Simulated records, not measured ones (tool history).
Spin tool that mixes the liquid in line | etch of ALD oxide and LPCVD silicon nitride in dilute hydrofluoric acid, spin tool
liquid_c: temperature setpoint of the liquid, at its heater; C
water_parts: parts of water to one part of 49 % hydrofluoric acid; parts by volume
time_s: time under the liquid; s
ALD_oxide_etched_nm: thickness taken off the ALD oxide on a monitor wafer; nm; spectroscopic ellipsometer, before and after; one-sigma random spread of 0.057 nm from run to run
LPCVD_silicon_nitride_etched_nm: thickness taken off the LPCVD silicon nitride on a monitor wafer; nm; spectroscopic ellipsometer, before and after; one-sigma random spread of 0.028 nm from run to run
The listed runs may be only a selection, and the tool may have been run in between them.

run	hour	liquid_c	water_parts	time_s	ALD_oxide_etched_nm	LPCVD_silicon_nitride_etched_nm
1	0.0	21.0	160	160	8.6984	0.40087
2	0.5	19.5	160	160	8.1944	0.34532
3	8.9	20.0	170	160	7.8931	0.34726
4	14.8	20.5	180	160	7.4487	0.40015
5	21.4	20.5	180	105	4.8546	0.23908
6	25.0	20.5	180	50	2.3450	0.10270
7	27.1	22.5	160	50	2.8541	0.17215
8	36.1	22.5	160	50	2.8917	0.15628

What will run 9 give?
9	43.2	23.0	130	50	?	?

Run 9 gave ALD_oxide_etched_nm 3.7768 nm, LPCVD_silicon_nitride_etched_nm 0.19228 nm.
